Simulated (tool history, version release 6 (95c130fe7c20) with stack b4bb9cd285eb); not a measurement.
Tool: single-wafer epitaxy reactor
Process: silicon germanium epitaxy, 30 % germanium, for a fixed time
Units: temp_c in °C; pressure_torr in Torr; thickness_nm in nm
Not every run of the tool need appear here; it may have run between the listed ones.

run 1 hour=0.0 | temp_c=615 pressure_torr=22.0 | thickness_nm=81.746
run 2 hour=5.7 | temp_c=610 pressure_torr=21.8 | thickness_nm=73.035
run 3 hour=9.7 | temp_c=604 pressure_torr=21.8 | thickness_nm=64.848
run 4 hour=11.6 | temp_c=602 pressure_torr=21.7 | thickness_nm=61.806
run 5 hour=18.3 | temp_c=608 pressure_torr=21.7 | thickness_nm=70.148
run 6 hour=26.6 | temp_c=605 pressure_torr=21.6 | thickness_nm=65.885

For run 7, what comes out?
run 7 hour=30.3 | temp_c=603 pressure_torr=21.5 | thickness_nm=?

thickness_nm: 62.946 nm
